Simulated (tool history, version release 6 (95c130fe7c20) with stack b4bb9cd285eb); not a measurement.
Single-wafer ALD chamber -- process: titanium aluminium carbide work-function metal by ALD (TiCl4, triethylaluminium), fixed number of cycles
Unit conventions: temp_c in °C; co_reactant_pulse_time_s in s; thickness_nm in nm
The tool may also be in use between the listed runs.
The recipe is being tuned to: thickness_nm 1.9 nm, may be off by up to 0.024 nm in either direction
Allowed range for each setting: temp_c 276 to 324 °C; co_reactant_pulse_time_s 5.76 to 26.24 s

Run 1, hour 0: temp_c 300 °C, co_reactant_pulse_time_s 16 s. Result: thickness_nm 2.0321 nm.
Run 2, hour 5.1: temp_c 298 °C, co_reactant_pulse_time_s 15.84 s. Result: thickness_nm 2.0231 nm.
Run 3, hour 5.8: temp_c 298 °C, co_reactant_pulse_time_s 17.42 s. Result: thickness_nm 2.0235 nm.
Run 4, hour 7.1: temp_c 296 °C, co_reactant_pulse_time_s 17.27 s. Result: thickness_nm 2.0169 nm.
Run 5, hour 8.7: temp_c 293 °C, co_reactant_pulse_time_s 16.91 s. Result: thickness_nm 1.9751 nm.
Run 6, hour 16.5: temp_c 292 °C, co_reactant_pulse_time_s 16.81 s. Result: thickness_nm 1.9679 nm.
Run 7, hour 25.5: temp_c 291 °C, co_reactant_pulse_time_s 16.71 s. Result: thickness_nm 1.9648 nm.
Run 8, hour 28.5: temp_c 290 °C, co_reactant_pulse_time_s 16.61 s. Result: thickness_nm 1.9585 nm.
Run 9, hour 35.2: temp_c 290 °C, co_reactant_pulse_time_s 16.61 s. Result: thickness_nm 1.946 nm.

Next run, 4 choices. One meets every target within its allowed miss, the rest don't. Which?
Run A, hour 41.9: temp_c 278 °C, co_reactant_pulse_time_s 18.29 s. Result: thickness_nm ?.
Run B, hour 41.9: temp_c 284 °C, co_reactant_pulse_time_s 16.34 s. Result: thickness_nm ?.
Run C, hour 41.9: temp_c 296 °C, co_reactant_pulse_time_s 15.29 s. Result: thickness_nm ?.
Run D, hour 41.9: temp_c 299 °C, co_reactant_pulse_time_s 17.35 s. Result: thickness_nm ?.

move  thickness_nm
   A        1.8511
   B         1.898
   C        1.9962
   D         2.028
A: carries the result that was furthest off beyond its target, to the other side
B: every result lands within tolerance
C: lands further from the targets than the last run did
D: lands further from the targets than the last run did
So the answer is move B, the one that meets all the targets.

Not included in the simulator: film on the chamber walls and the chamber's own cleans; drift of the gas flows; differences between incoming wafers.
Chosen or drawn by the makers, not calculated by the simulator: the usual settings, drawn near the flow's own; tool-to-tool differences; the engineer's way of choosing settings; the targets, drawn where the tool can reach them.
